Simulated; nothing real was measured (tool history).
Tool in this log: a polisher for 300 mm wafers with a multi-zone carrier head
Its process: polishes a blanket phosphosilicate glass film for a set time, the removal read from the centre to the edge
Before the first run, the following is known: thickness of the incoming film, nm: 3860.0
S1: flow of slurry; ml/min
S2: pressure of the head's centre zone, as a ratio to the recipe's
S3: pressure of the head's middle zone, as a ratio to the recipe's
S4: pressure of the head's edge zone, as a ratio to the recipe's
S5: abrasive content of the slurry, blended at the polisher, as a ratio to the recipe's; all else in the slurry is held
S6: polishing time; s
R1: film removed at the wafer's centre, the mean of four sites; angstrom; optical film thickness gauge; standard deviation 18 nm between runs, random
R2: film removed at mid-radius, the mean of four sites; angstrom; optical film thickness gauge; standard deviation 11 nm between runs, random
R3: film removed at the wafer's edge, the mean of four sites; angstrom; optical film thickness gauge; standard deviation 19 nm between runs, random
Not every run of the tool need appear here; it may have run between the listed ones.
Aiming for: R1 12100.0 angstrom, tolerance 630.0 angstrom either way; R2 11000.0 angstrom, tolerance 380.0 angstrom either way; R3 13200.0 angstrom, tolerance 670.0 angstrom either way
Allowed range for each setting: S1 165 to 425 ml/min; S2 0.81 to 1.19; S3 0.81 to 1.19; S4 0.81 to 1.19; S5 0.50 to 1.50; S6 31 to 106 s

| run | hour | S1 | S2 | S3 | S4 | S5 | S6 | R1 | R2 | R3 |
|---|---|---|---|---|---|---|---|---|---|---|
| 1 | 0.0 | 275 | 1.00 | 1.00 | 1.00 | 1.00 | 68 | 8574.1 | 8596.6 | 8668.6 |
| 2 | 4.5 | 275 | 1.00 | 0.98 | 1.03 | 1.10 | 69 | 8903.1 | 8945.5 | 9112.8 |
| 3 | 5.1 | 275 | 1.00 | 0.98 | 1.03 | 0.90 | 69 | 8606.9 | 8373.8 | 8757.6 |
| 4 | 9.1 | 275 | 1.00 | 0.95 | 1.05 | 1.00 | 72 | 8829.2 | 8825.1 | 9607.8 |
| 5 | 17.5 | 275 | 1.00 | 0.89 | 1.05 | 1.00 | 72 | 9160.4 | 8480.0 | 9445.5 |
| 6 | 23.5 | 275 | 1.01 | 0.88 | 1.07 | 1.10 | 74 | 9667.5 | 8678.1 | 9989.8 |
| 7 | 28.2 | 275 | 1.01 | 0.88 | 1.09 | 1.15 | 76 | 10268.0 | 9062.0 | 10406.0 |
| 8 | 30.5 | 275 | 1.00 | 0.87 | 1.10 | 1.20 | 78 | 10450.0 | 9520.3 | 11184.0 |
| 9 | 38.8 | 275 | 1.00 | 0.87 | 1.11 | 1.25 | 79 | 10744.0 | 9598.7 | 11602.0 |
| 10 | 43.9 | 275 | 1.01 | 0.88 | 1.12 | 1.30 | 79 | 11116.0 | 9854.5 | 11508.0 |
| 11 | 48.5 | 275 | 1.00 | 0.88 | 1.13 | 1.35 | 80 | 11047.0 | 9758.7 | 11940.0 |
| 12 | 54.0 | 275 | 1.00 | 0.89 | 1.13 | 1.40 | 81 | 10971.0 | 10249.0 | 12008.0 |
| 13 | 57.5 | 280 | 1.00 | 0.89 | 1.14 | 1.40 | 82 | 11462.0 | 10479.0 | 12150.0 |

Pick the move, out of 5, that brings all results within their allowed miss; only one does.
| A | 61.0 | 355 | 1.07 | 0.95 | 1.10 | 1.40 | 89 | ? | ? | ? |
| B | 61.0 | 300 | 1.02 | 0.81 | 1.12 | 1.50 | 80 | ? | ? | ? |
| C | 61.0 | 270 | 1.01 | 0.89 | 1.15 | 1.40 | 86 | ? | ? | ? |
| D | 61.0 | 300 | 1.10 | 0.89 | 1.18 | 1.30 | 80 | ? | ? | ? |
| E | 61.0 | 425 | 1.07 | 1.00 | 1.12 | 1.50 | 65 | ? | ? | ? |

| move | R1 | R2 | R3 |
|---|---|---|---|
| A | 13454.0 | 12195.0 | 13272.0 |
| B | 11549.0 | 9656.5 | 12159.0 |
| C | 11933.0 | 10893.0 | 12886.0 |
| D | 11984.0 | 10022.0 | 11993.0 |
| E | 10165.0 | 9603.4 | 10067.0 |
A: brings the result that was furthest off to its target, and leaves another outside
B: its largest miss is bigger than the last run's
C: each result inside its tolerance
D: its largest miss is bigger than the last run's
E: its largest miss is bigger than the last run's
C meets every target.
